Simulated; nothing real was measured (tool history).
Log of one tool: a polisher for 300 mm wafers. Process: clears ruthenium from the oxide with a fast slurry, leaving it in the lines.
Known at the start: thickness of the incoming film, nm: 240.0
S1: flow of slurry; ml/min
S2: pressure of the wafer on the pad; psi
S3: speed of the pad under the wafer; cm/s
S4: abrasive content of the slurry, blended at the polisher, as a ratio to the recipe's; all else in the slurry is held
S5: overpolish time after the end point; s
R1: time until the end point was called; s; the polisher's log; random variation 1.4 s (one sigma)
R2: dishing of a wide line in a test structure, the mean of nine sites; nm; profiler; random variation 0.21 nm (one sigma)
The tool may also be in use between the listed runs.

run 1 hour=0.0 | S1=300 S2=2.1 S3=120 S4=1.00 S5=16 | R1=56.193 R2=52.862
run 2 hour=7.0 | S1=300 S2=1.9 S3=106 S4=1.00 S5=12 | R1=67.766 R2=35.892
run 3 hour=14.8 | S1=300 S2=1.9 S3=106 S4=0.80 S5=12 | R1=79.202 R2=29.769
run 4 hour=20.6 | S1=300 S2=2.4 S3=106 S4=0.80 S5=12 | R1=64.942 R2=37.821
run 5 hour=27.3 | S1=305 S2=1.9 S3=118 S4=0.70 S5=10 | R1=81.824 R2=24.852
run 6 hour=33.4 | S1=340 S2=1.6 S3=138 S4=0.65 S5=8 | R1=90.166 R2=19.909
run 7 hour=38.7 | S1=340 S2=1.6 S3=138 S4=0.65 S5=8 | R1=88.865 R2=19.304
run 8 hour=41.7 | S1=385 S2=1.4 S3=154 S4=0.60 S5=7 | R1=95.075 R2=16.104
run 9 hour=47.3 | S1=415 S2=1.3 S3=166 S4=0.55 S5=6 | R1=109.710 R2=12.362
run 10 hour=49.7 | S1=435 S2=1.4 S3=174 S4=0.55 S5=6 | R1=97.485 R2=13.763
run 11 hour=55.8 | S1=445 S2=1.4 S3=178 S4=0.55 S5=6 | R1=93.414 R2=14.388
run 12 hour=56.3 | S1=455 S2=1.4 S3=182 S4=0.55 S5=6 | R1=90.602 R2=14.392
run 13 hour=63.2 | S1=460 S2=1.4 S3=184 S4=0.55 S5=6 | R1=92.241 R2=14.529
run 14 hour=71.3 | S1=465 S2=1.4 S3=186 S4=0.55 S5=6 | R1=88.273 R2=14.886
run 15 hour=79.8 | S1=470 S2=1.3 S3=188 S4=0.50 S5=5 | R1=108.850 R2=10.167
run 16 hour=88.2 | S1=470 S2=1.3 S3=188 S4=0.50 S5=5 | R1=107.530 R2=10.191
run 17 hour=97.2 | S1=470 S2=1.4 S3=188 S4=0.50 S5=5 | R1=101.690 R2=10.718
run 18 hour=103.6 | S1=465 S2=1.4 S3=188 S4=0.50 S5=5 | R1=102.700 R2=10.732
-- hour=105.0 head pressure recalibrated
run 19 hour=105.0 | S1=465 S2=1.5 S3=188 S4=0.50 S5=5 | R1=105.800 R2=10.924
run 20 hour=108.2 | S1=470 S2=1.4 S3=188 S4=0.75 S5=5 | R1=67.594 R2=16.838

The next listed run, before its measurement:
run 21 hour=110.4 | S1=470 S2=1.4 S3=188 S4=0.75 S5=5 | R1=? R2=?

Run 21 gave R1 66.141 s, R2 16.099 nm.
